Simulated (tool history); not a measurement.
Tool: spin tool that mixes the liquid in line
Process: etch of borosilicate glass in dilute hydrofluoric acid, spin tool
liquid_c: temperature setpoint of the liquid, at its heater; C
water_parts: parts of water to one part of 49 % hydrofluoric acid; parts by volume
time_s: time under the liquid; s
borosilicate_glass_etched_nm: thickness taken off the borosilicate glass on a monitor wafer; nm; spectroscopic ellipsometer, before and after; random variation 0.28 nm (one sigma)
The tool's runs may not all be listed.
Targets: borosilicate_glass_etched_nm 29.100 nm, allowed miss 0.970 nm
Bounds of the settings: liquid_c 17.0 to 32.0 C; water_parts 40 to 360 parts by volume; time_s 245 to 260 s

Run 1, hour 0.0: liquid_c 24.0 C, water_parts 200 parts by volume, time_s 245 s. Result: borosilicate_glass_etched_nm 40.460 nm.
Run 2, hour 3.6: liquid_c 22.5 C, water_parts 205 parts by volume, time_s 245 s. Result: borosilicate_glass_etched_nm 36.267 nm.
Run 3, hour 10.4: liquid_c 22.5 C, water_parts 140 parts by volume, time_s 245 s. Result: borosilicate_glass_etched_nm 57.744 nm.
Run 4, hour 18.1: liquid_c 22.5 C, water_parts 95 parts by volume, time_s 245 s. Result: borosilicate_glass_etched_nm 90.559 nm.
Run 5, hour 24.8: liquid_c 22.5 C, water_parts 95 parts by volume, time_s 260 s. Result: borosilicate_glass_etched_nm 94.914 nm.
Run 6, hour 30.7: liquid_c 21.5 C, water_parts 120 parts by volume, time_s 260 s. Result: borosilicate_glass_etched_nm 69.934 nm.
At hour 32.6: hydrofluoric acid flow meter replaced.
Run 7, hour 32.6: liquid_c 20.5 C, water_parts 135 parts by volume, time_s 260 s. Result: borosilicate_glass_etched_nm 54.070 nm.
Run 8, hour 39.2: liquid_c 20.0 C, water_parts 140 parts by volume, time_s 260 s. Result: borosilicate_glass_etched_nm 51.403 nm.
Run 9, hour 44.0: liquid_c 19.5 C, water_parts 150 parts by volume, time_s 260 s. Result: borosilicate_glass_etched_nm 46.219 nm.
Run 10, hour 50.9: liquid_c 19.0 C, water_parts 155 parts by volume, time_s 260 s. Result: borosilicate_glass_etched_nm 43.248 nm.
Run 11, hour 52.4: liquid_c 18.5 C, water_parts 160 parts by volume, time_s 260 s. Result: borosilicate_glass_etched_nm 41.394 nm.
Run 12, hour 54.9: liquid_c 18.0 C, water_parts 165 parts by volume, time_s 260 s. Result: borosilicate_glass_etched_nm 38.008 nm.
Run 13, hour 62.3: liquid_c 18.0 C, water_parts 170 parts by volume, time_s 260 s. Result: borosilicate_glass_etched_nm 37.803 nm.

Which of these 4 next moves meets every target?
Run A, hour 69.7: liquid_c 17.0 C, water_parts 195 parts by volume, time_s 250 s. Result: borosilicate_glass_etched_nm ?.
Run B, hour 69.7: liquid_c 17.0 C, water_parts 210 parts by volume, time_s 245 s. Result: borosilicate_glass_etched_nm ?.
Run C, hour 69.7: liquid_c 17.0 C, water_parts 205 parts by volume, time_s 245 s. Result: borosilicate_glass_etched_nm ?.
Run D, hour 69.7: liquid_c 17.0 C, water_parts 215 parts by volume, time_s 260 s. Result: borosilicate_glass_etched_nm ?.

move  borosilicate_glass_etched_nm
   A                        29.576
   B                        26.548
   C                        27.319
   D                        27.394
A: meets every target
B: takes the result that was furthest off past its target
C: takes the result that was furthest off past its target
D: takes the result that was furthest off past its target
Move A is the one to make.

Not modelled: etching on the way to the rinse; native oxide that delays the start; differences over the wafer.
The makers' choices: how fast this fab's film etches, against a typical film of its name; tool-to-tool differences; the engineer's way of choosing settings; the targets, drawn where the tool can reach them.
